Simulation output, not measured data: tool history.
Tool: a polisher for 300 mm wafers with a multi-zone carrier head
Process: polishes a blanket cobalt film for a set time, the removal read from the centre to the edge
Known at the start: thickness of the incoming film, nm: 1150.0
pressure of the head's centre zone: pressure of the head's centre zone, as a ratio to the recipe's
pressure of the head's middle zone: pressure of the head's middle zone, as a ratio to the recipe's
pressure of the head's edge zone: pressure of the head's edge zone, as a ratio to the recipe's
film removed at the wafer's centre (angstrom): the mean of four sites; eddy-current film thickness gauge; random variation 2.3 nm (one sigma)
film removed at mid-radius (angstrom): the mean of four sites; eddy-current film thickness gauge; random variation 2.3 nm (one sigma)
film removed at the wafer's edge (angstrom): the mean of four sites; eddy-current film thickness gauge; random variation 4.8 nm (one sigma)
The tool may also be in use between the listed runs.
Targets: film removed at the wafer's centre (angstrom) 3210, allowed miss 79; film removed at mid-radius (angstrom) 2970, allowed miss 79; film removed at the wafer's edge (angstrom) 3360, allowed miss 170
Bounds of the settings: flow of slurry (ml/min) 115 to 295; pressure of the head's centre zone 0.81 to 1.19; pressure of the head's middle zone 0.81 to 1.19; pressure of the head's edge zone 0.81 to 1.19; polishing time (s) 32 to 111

run,hour,flow of slurry (ml/min),pressure of the head's centre zone,pressure of the head's middle zone,pressure of the head's edge zone,polishing time (s),film removed at the wafer's centre (angstrom),film removed at mid-radius (angstrom),film removed at the wafer's edge (angstrom)
1,0,190,1,1,1,71,3253.7,3379.6,3316.8
2,6.9,210,1,1,1,71,3325.5,3413.9,3338.3
3,14.2,210,0.93,1,1,71,3135.4,3398.2,3381.4
4,17.4,235,0.93,1,1,71,3195.8,3444.2,3411.9
5,25.7,280,0.93,1,1,71,3257,3557.7,3510.1
6,28.8,280,0.93,1,1.08,71,3284.4,3516.7,3703.4
7,33.9,230,0.99,0.9,1,69,3246.1,3084.8,3266.3
8,42.9,230,0.99,0.9,1.01,69,3213.9,3087.3,3226.8
9,44.5,210,0.99,0.83,1.09,71,3291.1,2938.3,3552.6
10,47.8,210,0.99,0.83,1.08,71,3334.8,2907.4,3507.8

Which of these 4 next moves meets every target?
A,51.1,220,0.97,0.83,0.96,66,?,?,?
B,51.1,215,0.97,0.85,1.17,65,?,?,?
C,51.1,200,0.92,0.88,1.05,69,?,?,?
D,51.1,240,1.03,0.93,1.12,65,?,?,?

move,film removed at the wafer's centre (angstrom),film removed at mid-radius (angstrom),film removed at the wafer's edge (angstrom)
A,3046,2713.4,3093.9
B,2989.8,2715.6,3353.1
C,2999,2936.7,3341.8
D,3201.1,2967.5,3310.5
A: takes the result that was furthest off past its target
B: takes the result that was furthest off past its target
C: takes the result that was furthest off past its target
D: meets every target
Move D is the one to make.
